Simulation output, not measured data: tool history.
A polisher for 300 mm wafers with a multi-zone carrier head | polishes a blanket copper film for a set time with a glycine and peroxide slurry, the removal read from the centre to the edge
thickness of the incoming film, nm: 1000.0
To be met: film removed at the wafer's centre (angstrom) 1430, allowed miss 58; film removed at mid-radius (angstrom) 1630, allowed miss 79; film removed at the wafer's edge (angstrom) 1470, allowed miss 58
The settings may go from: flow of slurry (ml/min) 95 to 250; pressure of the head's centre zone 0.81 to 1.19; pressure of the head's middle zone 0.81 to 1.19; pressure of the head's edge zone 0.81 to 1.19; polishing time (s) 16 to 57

run  hour  flow of slurry (ml/min)  pressure of the head's centre zone  pressure of the head's middle zone  pressure of the head's edge zone  polishing time (s)  film removed at the wafer's centre (angstrom)  film removed at mid-radius (angstrom)  film removed at the wafer's edge (angstrom)
  1     0                      160                                   1                                   1                                 1                  36                                         1880.1                                 1934.6                                         1880
  2   2.4                      160                                   1                                1.07                                 1                  36                                         1858.8                                 1981.7                                       1811.8
  3   4.1                      160                                   1                                1.07                              1.08                  36                                         1889.5                                 1964.4                                         1909
  4   5.7                      155                                0.99                                1.07                              1.06                  35                                         1764.9                                 1910.1                                       1810.4
  5  11.9                      155                                0.99                                1.07                              1.06                  41                                           2117                                 2280.2                                       2172.5
  6  13.4                      150                                0.98                                1.07                              1.04                  39                                         1949.8                                 2110.2                                       2021.5
  7  14.6                      145                                0.98                                1.07                              1.02                  37                                         1846.3                                 2018.8                                       1909.5
  8  18.7                      145                                0.98                                1.07                              1.01                  35                                         1739.8                                 1914.9                                       1782.8
  9  27.1                      145                                0.98                                1.07                                 1                  34                                           1687                                 1843.4                                       1755.3
 10  28.3                      145                                0.98                                1.08                              0.99                  33                                         1641.8                                 1853.3                                         1637
 11    34                      145                                0.98                                1.07                              0.99                  32                                         1618.7                                 1771.9                                       1633.9
 12  34.9                      120                                0.93                                1.07                              0.91                  29                                         1303.7                                 1495.9                                         1379

Which of these 4 next moves meets every target?
  A  35.8                       95                                1.08                                0.96                              0.91                  31                                              ?                                      ?                                            ?
  B  35.8                       95                                0.95                                0.83                              0.96                  32                                              ?                                      ?                                            ?
  C  35.8                      130                                0.95                                1.08                              0.89                  30                                              ?                                      ?                                            ?
  D  35.8                      105                                1.02                                0.96                              0.93                  28                                              ?                                      ?                                            ?

move  film removed at the wafer's centre (angstrom)  film removed at mid-radius (angstrom)  film removed at the wafer's edge (angstrom)
   A                                         1527.1                                 1393.2                                       1441.1
   B                                           1384                                 1275.6                                       1515.9
   C                                         1419.7                                 1609.6                                       1457.7
   D                                         1343.3                                   1293                                       1334.7
A: takes the result that was furthest off past its target
B: brings the result that was furthest off to its target, and leaves another outside
C: meets every target
D: further off than the last run
Move C is the one to make.
